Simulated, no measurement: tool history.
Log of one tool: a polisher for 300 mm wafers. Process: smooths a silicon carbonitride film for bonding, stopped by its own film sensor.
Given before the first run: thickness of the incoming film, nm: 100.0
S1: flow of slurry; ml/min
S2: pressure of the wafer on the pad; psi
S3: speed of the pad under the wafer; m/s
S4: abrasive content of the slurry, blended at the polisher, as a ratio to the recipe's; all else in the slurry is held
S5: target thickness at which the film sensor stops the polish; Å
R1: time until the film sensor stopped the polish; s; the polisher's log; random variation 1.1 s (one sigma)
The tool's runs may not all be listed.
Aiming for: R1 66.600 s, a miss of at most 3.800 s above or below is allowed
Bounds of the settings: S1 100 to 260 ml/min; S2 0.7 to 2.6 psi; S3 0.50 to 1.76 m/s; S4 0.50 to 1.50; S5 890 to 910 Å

Run 1, day 0.000: S1 165 ml/min, S2 1.6 psi, S3 1.12 m/s, S4 1.00, S5 890 Å. Result: R1 45.653 s.
Run 2, day 0.096: S1 165 ml/min, S2 1.5 psi, S3 1.12 m/s, S4 1.00, S5 890 Å. Result: R1 48.632 s.
Run 3, day 0.217: S1 145 ml/min, S2 1.5 psi, S3 1.12 m/s, S4 1.00, S5 890 Å. Result: R1 49.274 s.
Run 4, day 0.275: S1 145 ml/min, S2 1.4 psi, S3 1.12 m/s, S4 1.00, S5 890 Å. Result: R1 51.849 s.
Run 5, day 0.312: S1 145 ml/min, S2 1.4 psi, S3 1.12 m/s, S4 1.10, S5 890 Å. Result: R1 50.402 s.
Run 6, day 0.512: S1 145 ml/min, S2 1.4 psi, S3 1.12 m/s, S4 1.00, S5 890 Å. Result: R1 52.513 s.
Run 7, day 0.792: S1 145 ml/min, S2 1.4 psi, S3 1.12 m/s, S4 1.00, S5 890 Å. Result: R1 51.041 s.
Run 8, day 1.079: S1 145 ml/min, S2 1.3 psi, S3 1.12 m/s, S4 1.00, S5 890 Å. Result: R1 57.053 s.
Run 9, day 1.354: S1 145 ml/min, S2 1.2 psi, S3 1.12 m/s, S4 1.00, S5 890 Å. Result: R1 59.627 s.

Consider the 4 candidate settings below. Which is the only one whose results all fall within their allowed miss of target?
Run A, day 1.629: S1 155 ml/min, S2 1.0 psi, S3 1.12 m/s, S4 1.00, S5 890 Å. Result: R1 ?.
Run B, day 1.629: S1 150 ml/min, S2 0.7 psi, S3 1.32 m/s, S4 0.90, S5 890 Å. Result: R1 ?.
Run C, day 1.629: S1 160 ml/min, S2 1.2 psi, S3 1.10 m/s, S4 1.00, S5 890 Å. Result: R1 ?.
Run D, day 1.629: S1 130 ml/min, S2 1.2 psi, S3 1.20 m/s, S4 0.95, S5 890 Å. Result: R1 ?.

move      R1
   A  66.062
   B  77.724
   C  58.178
   D  57.750
A: in spec on every target
B: takes the biggest miss from the last run beyond its target
C: the biggest miss grows against the last run
D: the biggest miss grows against the last run
The move that meets every target is A.
